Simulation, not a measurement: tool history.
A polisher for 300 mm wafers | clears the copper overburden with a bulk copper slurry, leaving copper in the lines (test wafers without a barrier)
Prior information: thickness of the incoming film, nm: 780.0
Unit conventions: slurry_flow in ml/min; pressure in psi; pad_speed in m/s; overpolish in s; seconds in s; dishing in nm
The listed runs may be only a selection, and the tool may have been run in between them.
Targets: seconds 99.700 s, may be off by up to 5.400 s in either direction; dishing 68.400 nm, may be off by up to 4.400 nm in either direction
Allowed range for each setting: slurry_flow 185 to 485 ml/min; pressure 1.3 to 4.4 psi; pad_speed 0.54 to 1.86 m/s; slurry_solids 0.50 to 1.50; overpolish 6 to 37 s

Run 1, hour 0.0: slurry_flow 310 ml/min, pressure 2.8 psi, pad_speed 1.18 m/s, slurry_solids 1.00, overpolish 19 s. Result: seconds 67.261 s, dishing 95.411 nm.
Run 2, hour 4.7: slurry_flow 310 ml/min, pressure 2.5 psi, pad_speed 1.18 m/s, slurry_solids 1.00, overpolish 18 s. Result: seconds 75.509 s, dishing 88.344 nm.
Run 3, hour 8.7: slurry_flow 310 ml/min, pressure 2.5 psi, pad_speed 1.18 m/s, slurry_solids 1.00, overpolish 13 s. Result: seconds 74.479 s, dishing 74.440 nm.
Run 4, hour 9.5: slurry_flow 310 ml/min, pressure 2.5 psi, pad_speed 1.18 m/s, slurry_solids 1.15, overpolish 13 s. Result: seconds 73.871 s, dishing 76.091 nm.
Run 5, hour 16.3: slurry_flow 310 ml/min, pressure 2.5 psi, pad_speed 1.18 m/s, slurry_solids 1.15, overpolish 10 s. Result: seconds 73.836 s, dishing 64.952 nm.
Run 6, hour 24.3: slurry_flow 310 ml/min, pressure 3.0 psi, pad_speed 1.18 m/s, slurry_solids 1.15, overpolish 10 s. Result: seconds 63.233 s, dishing 72.846 nm.
Run 7, hour 24.9: slurry_flow 310 ml/min, pressure 2.2 psi, pad_speed 1.06 m/s, slurry_solids 1.15, overpolish 19 s. Result: seconds 89.085 s, dishing 83.296 nm.
Run 8, hour 29.5: slurry_flow 310 ml/min, pressure 2.1 psi, pad_speed 1.06 m/s, slurry_solids 1.15, overpolish 18 s. Result: seconds 94.216 s, dishing 75.920 nm.

Exercise: of the 5 proposed moves below, exactly one satisfies all targets within the stated allowed misses. Which move is it?
Run A, hour 34.1: slurry_flow 320 ml/min, pressure 1.8 psi, pad_speed 1.14 m/s, slurry_solids 1.20, overpolish 12 s. Result: seconds ?, dishing ?.
Run B, hour 34.1: slurry_flow 265 ml/min, pressure 2.0 psi, pad_speed 1.12 m/s, slurry_solids 1.20, overpolish 21 s. Result: seconds ?, dishing ?.
Run C, hour 34.1: slurry_flow 340 ml/min, pressure 2.1 psi, pad_speed 1.06 m/s, slurry_solids 1.05, overpolish 23 s. Result: seconds ?, dishing ?.
Run D, hour 34.1: slurry_flow 280 ml/min, pressure 1.7 psi, pad_speed 1.22 m/s, slurry_solids 1.30, overpolish 16 s. Result: seconds ?, dishing ?.
Run E, hour 34.1: slurry_flow 245 ml/min, pressure 1.9 psi, pad_speed 1.34 m/s, slurry_solids 0.90, overpolish 20 s. Result: seconds ?, dishing ?.

move  seconds  dishing
   A  101.070   57.675
   B   95.097   83.150
   C   95.735   87.140
   D   99.765   68.709
   E   89.824   82.640
A: carries the result that was furthest off beyond its target, to the other side
B: further off than the last run
C: further off than the last run
D: all results land within tolerance of their targets
E: further off than the last run
So the answer is move D, the one that meets all the targets.

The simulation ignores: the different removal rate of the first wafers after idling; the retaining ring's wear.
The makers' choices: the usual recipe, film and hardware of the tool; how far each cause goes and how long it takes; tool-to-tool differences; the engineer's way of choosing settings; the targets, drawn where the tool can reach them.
